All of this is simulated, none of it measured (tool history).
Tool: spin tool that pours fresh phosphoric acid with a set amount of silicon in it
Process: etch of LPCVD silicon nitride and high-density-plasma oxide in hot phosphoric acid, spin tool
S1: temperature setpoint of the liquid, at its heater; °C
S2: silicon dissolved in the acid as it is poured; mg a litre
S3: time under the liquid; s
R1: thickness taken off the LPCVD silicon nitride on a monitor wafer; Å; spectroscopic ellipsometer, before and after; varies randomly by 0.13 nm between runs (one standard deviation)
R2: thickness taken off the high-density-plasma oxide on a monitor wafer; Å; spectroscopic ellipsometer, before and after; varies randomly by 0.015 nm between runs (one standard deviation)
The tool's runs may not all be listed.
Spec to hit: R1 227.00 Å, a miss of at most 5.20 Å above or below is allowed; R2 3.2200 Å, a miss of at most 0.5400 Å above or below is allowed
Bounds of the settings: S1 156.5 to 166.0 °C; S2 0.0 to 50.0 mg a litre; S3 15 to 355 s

Run 1, hour 0.0: S1 161.0 °C, S2 23.5 mg a litre, S3 180 s. Result: R1 169.85 Å, R2 4.4322 Å.
Run 2, hour 5.1: S1 162.0 °C, S2 30.5 mg a litre, S3 190 s. Result: R1 184.23 Å, R2 4.0994 Å.
Run 3, hour 11.3: S1 162.0 °C, S2 30.5 mg a litre, S3 245 s. Result: R1 238.64 Å, R2 4.9417 Å.
Run 4, hour 13.8: S1 162.0 °C, S2 38.5 mg a litre, S3 245 s. Result: R1 238.34 Å, R2 3.3524 Å.
Run 5, hour 17.3: S1 162.0 °C, S2 38.5 mg a litre, S3 300 s. Result: R1 292.94 Å, R2 4.1399 Å.
Run 6, hour 22.6: S1 162.0 °C, S2 38.5 mg a litre, S3 355 s. Result: R1 347.31 Å, R2 5.1712 Å.
Run 7, hour 25.8: S1 160.5 °C, S2 37.5 mg a litre, S3 335 s. Result: R1 308.57 Å, R2 4.3762 Å.
Run 8, hour 26.5: S1 159.5 °C, S2 36.5 mg a litre, S3 325 s. Result: R1 291.17 Å, R2 4.0930 Å.
Run 9, hour 28.5: S1 159.0 °C, S2 35.5 mg a litre, S3 310 s. Result: R1 272.93 Å, R2 4.3282 Å.
Run 10, hour 31.6: S1 158.5 °C, S2 36.5 mg a litre, S3 300 s. Result: R1 258.56 Å, R2 3.3024 Å.
Run 11, hour 38.5: S1 158.0 °C, S2 35.0 mg a litre, S3 295 s. Result: R1 251.31 Å, R2 3.9240 Å.

5 next moves are on the table. One of them brings every result within its allowed miss. Which?
Run A, hour 45.4: S1 157.0 °C, S2 24.0 mg a litre, S3 275 s. Result: R1 ?, R2 ?.
Run B, hour 45.4: S1 157.0 °C, S2 35.0 mg a litre, S3 275 s. Result: R1 ?, R2 ?.
Run C, hour 45.4: S1 158.5 °C, S2 36.5 mg a litre, S3 315 s. Result: R1 ?, R2 ?.
Run D, hour 45.4: S1 157.5 °C, S2 21.5 mg a litre, S3 320 s. Result: R1 ?, R2 ?.
Run E, hour 45.4: S1 157.5 °C, S2 29.0 mg a litre, S3 285 s. Result: R1 ?, R2 ?.

move      R1      R2
   A  227.78  5.1314
   B  227.78  3.3106
   C  274.54  3.9246
   D  269.60  6.6993
   E  240.12  4.6308
A: puts the biggest miss on target and leaves a different result outside tolerance
B: all results in spec
C: moves away from the targets compared with the last run
D: moves away from the targets compared with the last run
E: gains on the last run, yet a result remains outside its allowed miss
So the answer is move B, the one that meets all the targets.

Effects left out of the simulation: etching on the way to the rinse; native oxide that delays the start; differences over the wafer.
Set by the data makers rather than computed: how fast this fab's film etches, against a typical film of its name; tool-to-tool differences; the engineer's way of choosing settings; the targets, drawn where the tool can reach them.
